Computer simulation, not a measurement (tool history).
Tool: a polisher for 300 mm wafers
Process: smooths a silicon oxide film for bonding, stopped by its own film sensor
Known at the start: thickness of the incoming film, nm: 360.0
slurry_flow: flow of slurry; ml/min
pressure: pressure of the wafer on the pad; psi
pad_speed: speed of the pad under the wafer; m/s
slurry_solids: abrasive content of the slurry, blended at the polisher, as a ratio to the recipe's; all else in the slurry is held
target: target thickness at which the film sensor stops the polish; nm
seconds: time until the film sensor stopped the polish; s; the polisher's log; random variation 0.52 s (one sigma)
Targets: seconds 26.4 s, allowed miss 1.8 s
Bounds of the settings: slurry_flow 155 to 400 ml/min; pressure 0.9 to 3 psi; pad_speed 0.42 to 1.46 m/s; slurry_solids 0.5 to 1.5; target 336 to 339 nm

run 1 hour=0 | slurry_flow=255 pressure=1.9 pad_speed=0.94 slurry_solids=1 target=336 | seconds=36.812
run 2 hour=2.2 | slurry_flow=255 pressure=1.9 pad_speed=0.86 slurry_solids=1 target=336 | seconds=40.988
run 3 hour=8 | slurry_flow=255 pressure=2 pad_speed=0.88 slurry_solids=1 target=336 | seconds=38.739
run 4 hour=11.8 | slurry_flow=205 pressure=2 pad_speed=0.88 slurry_solids=1 target=336 | seconds=38.392
run 5 hour=19.7 | slurry_flow=205 pressure=2.1 pad_speed=0.9 slurry_solids=1 target=336 | seconds=37.311
run 6 hour=20.6 | slurry_flow=205 pressure=2.2 pad_speed=0.92 slurry_solids=1 target=336 | seconds=35.064
-- hour=21.9 worn pad replaced by a new one
run 7 hour=21.9 | slurry_flow=205 pressure=2.3 pad_speed=0.94 slurry_solids=1 target=336 | seconds=29.927
run 8 hour=24.3 | slurry_flow=205 pressure=2.4 pad_speed=0.94 slurry_solids=1 target=336 | seconds=29.106

5 next moves are on the table. One of them brings every result within its allowed miss. Which?
run A hour=26.7 | slurry_flow=220 pressure=2.5 pad_speed=0.72 slurry_solids=0.95 target=336 | seconds=?
run B hour=26.7 | slurry_flow=185 pressure=2.8 pad_speed=0.76 slurry_solids=1.2 target=336 | seconds=?
run C hour=26.7 | slurry_flow=240 pressure=2.5 pad_speed=1.1 slurry_solids=0.85 target=339 | seconds=?
run D hour=26.7 | slurry_flow=165 pressure=2 pad_speed=1 slurry_solids=0.9 target=336 | seconds=?
run E hour=26.7 | slurry_flow=205 pressure=2.6 pad_speed=0.98 slurry_solids=1 target=339 | seconds=?

move=A seconds=32.195
move=B seconds=25.554
move=C seconds=23.237
move=D seconds=35.693
move=E seconds=22.364
A: further off than the last run
B: meets every target
C: takes the result that was furthest off past its target
D: further off than the last run
E: takes the result that was furthest off past its target
The right move is B.

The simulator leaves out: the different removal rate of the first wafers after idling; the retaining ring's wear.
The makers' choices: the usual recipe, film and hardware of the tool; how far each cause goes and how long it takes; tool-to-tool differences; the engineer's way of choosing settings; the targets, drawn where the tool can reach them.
